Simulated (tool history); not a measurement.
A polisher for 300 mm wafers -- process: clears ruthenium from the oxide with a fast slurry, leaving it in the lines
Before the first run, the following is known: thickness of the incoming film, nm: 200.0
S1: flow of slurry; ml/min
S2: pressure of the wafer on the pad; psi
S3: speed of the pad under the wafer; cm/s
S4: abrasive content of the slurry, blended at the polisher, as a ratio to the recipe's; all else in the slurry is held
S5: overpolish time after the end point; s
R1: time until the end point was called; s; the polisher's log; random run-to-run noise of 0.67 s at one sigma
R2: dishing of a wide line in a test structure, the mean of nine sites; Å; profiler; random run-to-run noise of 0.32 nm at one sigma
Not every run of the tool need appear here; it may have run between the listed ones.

run   hour   S1   S2   S3    S4  S5      R1      R2
  1      0  305  2.2  126     1  15  52.466  438.55
  2    6.1  305  2.2  126     1  14  51.497  418.02
  3   14.5  305    2  126     1  14  57.106  394.17
  4   21.1  305  2.2  120     1  13  53.372  384.73
  5   25.2  305  2.6  120     1  13  44.706  432.46
  6   26.7  305  2.6  120   0.9  13   46.59   407.1
      27.4  -- slurry nozzle cleaned
  7   27.4  305  2.7  120  0.85  12  47.294  404.39
  8     32  305  2.7  120  0.85  12  47.257  401.97
  9   37.1  295  2.8  114   0.9  11  44.469  387.98
 10   41.5  285  2.8  108  0.95  10  45.402  351.94
 11   50.1  275  2.8  104     1   9  43.915  333.57
 12   56.3  265  2.8  102  1.05   8  45.263  305.02
 13   61.6  255  2.8  100   1.1   8  44.951  306.93
 14   66.6  250  2.9   96  1.15   8  42.017  309.25
 15     69  245  2.9   94   1.2   8  42.477  316.41
 16   76.8  240    3   90  1.25   8  41.906  320.34
 17   81.7  235  3.1   88  1.25   8  39.123  337.95
 18   82.2  230  3.1   88   1.3   8  39.206  334.93
 19   89.1  225  3.1   86   1.3   8   39.99  329.85
 20   94.1  220  3.1   84   1.3   8  39.589  333.63
 21   96.4  215  3.1   82   1.3   8  41.254  321.83
 22  103.7  215  3.1   82   1.3   8  40.972  325.27

Expected results for the next run?
 23  111.5  230  3.1  82  1.3   8   ?   ?

R1: 40.64 s
R2: 327.47 Å
